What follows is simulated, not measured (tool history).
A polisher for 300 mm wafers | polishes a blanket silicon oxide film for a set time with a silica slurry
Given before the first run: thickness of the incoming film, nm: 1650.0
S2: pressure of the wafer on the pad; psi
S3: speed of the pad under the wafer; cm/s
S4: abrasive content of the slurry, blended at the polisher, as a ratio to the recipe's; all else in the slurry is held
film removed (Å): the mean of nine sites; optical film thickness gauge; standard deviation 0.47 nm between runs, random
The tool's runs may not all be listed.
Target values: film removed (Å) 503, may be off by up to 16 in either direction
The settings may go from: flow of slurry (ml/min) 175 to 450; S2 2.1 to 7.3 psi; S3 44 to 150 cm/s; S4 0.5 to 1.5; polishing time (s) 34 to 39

Run 1, hour 0: flow of slurry (ml/min) 290, S2 4.7 psi, S3 96 cm/s, S4 1, polishing time (s) 39. Result: film removed (Å) 1098.7.
Run 2, hour 5.2: flow of slurry (ml/min) 290, S2 4.3 psi, S3 92 cm/s, S4 1, polishing time (s) 39. Result: film removed (Å) 973.56.
Run 3, hour 6.4: flow of slurry (ml/min) 290, S2 4.3 psi, S3 92 cm/s, S4 1, polishing time (s) 39. Result: film removed (Å) 981.16.
Run 4, hour 9.6: flow of slurry (ml/min) 290, S2 4 psi, S3 88 cm/s, S4 1, polishing time (s) 39. Result: film removed (Å) 877.21.
Run 5, hour 13: flow of slurry (ml/min) 290, S2 4 psi, S3 88 cm/s, S4 0.9, polishing time (s) 39. Result: film removed (Å) 832.38.
Run 6, hour 13.9: flow of slurry (ml/min) 290, S2 3.7 psi, S3 86 cm/s, S4 0.9, polishing time (s) 39. Result: film removed (Å) 757.94.
Run 7, hour 15: flow of slurry (ml/min) 290, S2 3.5 psi, S3 86 cm/s, S4 0.9, polishing time (s) 39. Result: film removed (Å) 710.64.
Run 8, hour 20.9: flow of slurry (ml/min) 290, S2 3.3 psi, S3 86 cm/s, S4 0.9, polishing time (s) 39. Result: film removed (Å) 671.34.
Run 9, hour 22.5: flow of slurry (ml/min) 290, S2 3.2 psi, S3 86 cm/s, S4 0.9, polishing time (s) 39. Result: film removed (Å) 653.44.
Run 10, hour 26.8: flow of slurry (ml/min) 290, S2 3.1 psi, S3 86 cm/s, S4 0.9, polishing time (s) 39. Result: film removed (Å) 647.98.
Run 11, hour 33.1: flow of slurry (ml/min) 290, S2 3 psi, S3 86 cm/s, S4 0.9, polishing time (s) 39. Result: film removed (Å) 619.79.
Run 12, hour 35.9: flow of slurry (ml/min) 290, S2 2.9 psi, S3 86 cm/s, S4 0.9, polishing time (s) 39. Result: film removed (Å) 594.48.
Run 13, hour 39.7: flow of slurry (ml/min) 290, S2 2.8 psi, S3 86 cm/s, S4 0.9, polishing time (s) 39. Result: film removed (Å) 579.44.
Run 14, hour 43.7: flow of slurry (ml/min) 290, S2 2.7 psi, S3 86 cm/s, S4 0.9, polishing time (s) 39. Result: film removed (Å) 562.15.
Run 15, hour 44.4: flow of slurry (ml/min) 290, S2 2.6 psi, S3 86 cm/s, S4 0.9, polishing time (s) 39. Result: film removed (Å) 539.26.
Run 16, hour 49.5: flow of slurry (ml/min) 290, S2 2.5 psi, S3 86 cm/s, S4 0.9, polishing time (s) 39. Result: film removed (Å) 525.34.
Run 17, hour 58: flow of slurry (ml/min) 290, S2 2.3 psi, S3 86 cm/s, S4 0.9, polishing time (s) 39. Result: film removed (Å) 474.54.

Next run, 4 choices. One meets every target within its allowed miss, the rest don't. Which?
Run A, hour 66.5: flow of slurry (ml/min) 335, S2 2.7 psi, S3 72 cm/s, S4 0.9, polishing time (s) 39. Result: film removed (Å) ?.
Run B, hour 66.5: flow of slurry (ml/min) 345, S2 2.6 psi, S3 100 cm/s, S4 0.65, polishing time (s) 38. Result: film removed (Å) ?.
Run C, hour 66.5: flow of slurry (ml/min) 280, S2 2.2 psi, S3 102 cm/s, S4 0.9, polishing time (s) 35. Result: film removed (Å) ?.
Run D, hour 66.5: flow of slurry (ml/min) 295, S2 2.4 psi, S3 80 cm/s, S4 0.85, polishing time (s) 39. Result: film removed (Å) ?.

move  film removed (Å)
   A            501.56
   B            469.39
   C            465.21
   D             459.9
A: every result within its allowed miss
B: its largest miss is bigger than the last run's
C: its largest miss is bigger than the last run's
D: its largest miss is bigger than the last run's
A meets every target.
